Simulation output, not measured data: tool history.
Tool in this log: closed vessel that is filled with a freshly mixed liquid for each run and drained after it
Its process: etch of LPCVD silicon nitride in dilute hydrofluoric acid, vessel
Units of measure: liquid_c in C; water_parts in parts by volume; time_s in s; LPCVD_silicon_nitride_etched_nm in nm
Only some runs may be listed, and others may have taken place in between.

run    day  liquid_c  water_parts  time_s  LPCVD_silicon_nitride_etched_nm
  1      0        26          155     430                           1.7133
  2   0.15        25          155     430                           1.5771
  3  0.354        25          155     290                           1.0686
  4  0.467        25          110     290                           1.5101
  5    0.7      28.5          110     290                           1.9196
  6  0.996      28.5          110     430                           2.7988
  7  1.062        27          110     430                           2.5565
  8  1.458      25.5          110     430                           2.3091

Run 9 has not been measured yet. What should we expect?
  9  1.796        24          115     430                                ?

Run 9 gave LPCVD_silicon_nitride_etched_nm 2.0091 nm.
